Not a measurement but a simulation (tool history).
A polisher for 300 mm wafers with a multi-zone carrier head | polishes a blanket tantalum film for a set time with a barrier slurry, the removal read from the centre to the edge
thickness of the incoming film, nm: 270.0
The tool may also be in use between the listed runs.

run	hour	flow of slurry (ml/min)	pressure of the head's centre zone	pressure of the head's middle zone	pressure of the head's edge zone	abrasive content of the slurry	polishing time (s)	film removed at the wafer's centre (Å)	film removed at mid-radius (Å)	film removed at the wafer's edge (Å)
1	0	150	1	1	1	1	58	805.61	759.55	772.72
2	3.8	185	1	1	1	1	58	820.85	794.17	787.35
3	7.9	220	1	1	1	1	58	855.69	814.52	800.29
4	13.7	220	1.02	1.04	1.02	1.15	63	973.22	917.28	896.78
5	16.3	220	0.94	1.04	1.02	1.15	63	878.22	931.76	907.13
6	25.3	220	0.94	1.04	1.02	1.15	75	1057.4	1090.4	1077.6
7	29.3	220	0.96	1.07	1.01	1.25	77	1149.3	1175.7	1115.8

Run 8 comes next. What will it give?
8	30.1	220	0.97	1.09	1.02	1.35	78	?	?	?

film removed at the wafer's centre (Å): 1182.8
film removed at mid-radius (Å): 1206.4
film removed at the wafer's edge (Å): 1177.7
